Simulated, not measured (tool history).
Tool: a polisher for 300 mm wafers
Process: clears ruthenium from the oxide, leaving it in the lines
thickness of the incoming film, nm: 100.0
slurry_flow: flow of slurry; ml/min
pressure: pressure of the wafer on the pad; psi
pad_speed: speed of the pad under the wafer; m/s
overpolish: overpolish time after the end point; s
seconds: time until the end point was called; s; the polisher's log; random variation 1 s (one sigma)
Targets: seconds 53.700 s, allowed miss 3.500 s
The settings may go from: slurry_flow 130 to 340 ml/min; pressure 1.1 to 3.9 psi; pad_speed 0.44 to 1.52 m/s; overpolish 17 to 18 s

run,hour,slurry_flow,pressure,pad_speed,overpolish,seconds
1,0.0,220,2.5,0.98,17,90.143
2,3.4,220,2.7,1.00,17,82.031
3,7.7,220,2.7,1.24,17,68.294
4,8.7,220,2.7,1.00,17,82.364
5,12.4,190,2.7,1.00,17,82.321
6,20.7,190,2.9,1.02,17,79.245
7,27.5,190,3.1,1.04,17,72.876
8,32.8,190,3.2,1.06,17,69.315

Which of these 5 next moves meets every target?
A,38.1,155,2.8,0.90,18,?
B,38.1,230,2.7,0.72,17,?
C,38.1,165,2.7,0.78,17,?
D,38.1,235,3.7,1.36,17,?
E,38.1,135,3.9,1.24,18,?

move,seconds
A,95.839
B,106.250
C,108.150
D,48.417
E,56.642
A: further off than the last run
B: further off than the last run
C: further off than the last run
D: takes the result that was furthest off past its target
E: meets every target
The right move is E.
